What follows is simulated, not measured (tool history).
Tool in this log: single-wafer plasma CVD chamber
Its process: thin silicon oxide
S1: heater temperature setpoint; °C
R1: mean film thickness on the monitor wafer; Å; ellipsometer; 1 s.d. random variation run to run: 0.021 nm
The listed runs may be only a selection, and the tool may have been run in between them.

run 1 hour=0 | S1=400 chamber_pressure_(Pa)=88.5 RF_power_(W)=300 deposition_time_(s)=10.3 | R1=150.96
run 2 hour=5 | S1=400 chamber_pressure_(Pa)=81.2 RF_power_(W)=300 deposition_time_(s)=10.3 | R1=138.79
run 3 hour=5.7 | S1=400 chamber_pressure_(Pa)=81.2 RF_power_(W)=325 deposition_time_(s)=10.3 | R1=144.25
run 4 hour=13.5 | S1=405 chamber_pressure_(Pa)=81.2 RF_power_(W)=325 deposition_time_(s)=10.3 | R1=143.61
run 5 hour=14.8 | S1=412 chamber_pressure_(Pa)=81.2 RF_power_(W)=325 deposition_time_(s)=10.3 | R1=142.72
run 6 hour=18.5 | S1=404 chamber_pressure_(Pa)=81.2 RF_power_(W)=325 deposition_time_(s)=10.3 | R1=143.94
run 7 hour=26 | S1=404 chamber_pressure_(Pa)=72.5 RF_power_(W)=320 deposition_time_(s)=10.3 | R1=127.68
run 8 hour=30.7 | S1=404 chamber_pressure_(Pa)=66.9 RF_power_(W)=320 deposition_time_(s)=10.3 | R1=117.39
run 9 hour=33.3 | S1=404 chamber_pressure_(Pa)=54.1 RF_power_(W)=315 deposition_time_(s)=10.3 | R1=94.562

For run 10, what comes out?
run 10 hour=35.8 | S1=404 chamber_pressure_(Pa)=55.5 RF_power_(W)=315 deposition_time_(s)=10.3 | R1=?

{"run 10": {"R1": 97.055}}

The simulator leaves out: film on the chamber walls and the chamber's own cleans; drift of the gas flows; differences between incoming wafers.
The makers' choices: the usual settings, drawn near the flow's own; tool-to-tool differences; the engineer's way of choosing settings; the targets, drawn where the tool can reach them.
